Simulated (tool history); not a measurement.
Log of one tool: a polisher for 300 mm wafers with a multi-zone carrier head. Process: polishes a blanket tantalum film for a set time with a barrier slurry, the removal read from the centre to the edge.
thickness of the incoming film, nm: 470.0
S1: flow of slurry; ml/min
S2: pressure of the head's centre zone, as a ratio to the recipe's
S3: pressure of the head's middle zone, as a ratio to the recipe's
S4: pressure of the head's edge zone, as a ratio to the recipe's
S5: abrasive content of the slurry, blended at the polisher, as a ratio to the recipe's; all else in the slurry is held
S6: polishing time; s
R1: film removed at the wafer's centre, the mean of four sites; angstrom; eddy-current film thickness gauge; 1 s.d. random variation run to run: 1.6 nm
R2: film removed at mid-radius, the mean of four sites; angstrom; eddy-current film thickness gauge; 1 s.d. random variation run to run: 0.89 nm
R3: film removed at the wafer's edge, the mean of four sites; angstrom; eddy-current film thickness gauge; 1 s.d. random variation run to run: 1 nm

| run | day | S1 | S2 | S3 | S4 | S5 | S6 | R1 | R2 | R3 |
|---|---|---|---|---|---|---|---|---|---|---|
| 1 | 0 | 170 | 1 | 1 | 1 | 1 | 87 | 703.14 | 735.17 | 705.26 |
| 2 | 0.217 | 180 | 1.03 | 1 | 1.04 | 1.15 | 92 | 776.63 | 799.88 | 799.19 |
| 3 | 0.3 | 180 | 0.95 | 1 | 1.04 | 1.15 | 92 | 711.21 | 793.83 | 802.28 |
| 4 | 0.408 | 190 | 1.01 | 1.01 | 1.05 | 1.25 | 97 | 837.73 | 875.02 | 849.41 |
| 5 | 0.538 | 175 | 1.01 | 1.01 | 1.05 | 1.25 | 97 | 826.91 | 868.14 | 846.08 |
| 6 | 0.575 | 185 | 1.04 | 1.01 | 1.08 | 1.3 | 101 | 922.19 | 908.78 | 928.72 |
| 7 | 0.912 | 190 | 1.06 | 1.03 | 1.1 | 1.35 | 104 | 965.71 | 961.71 | 967.24 |

What does the tool deliver on the next run?
| 8 | 1.254 | 195 | 1.08 | 1.04 | 1.12 | 1.4 | 107 | ? | ? | ? |

R1: 1029.6 angstrom
R2: 1029.4 angstrom
R3: 998.7 angstrom
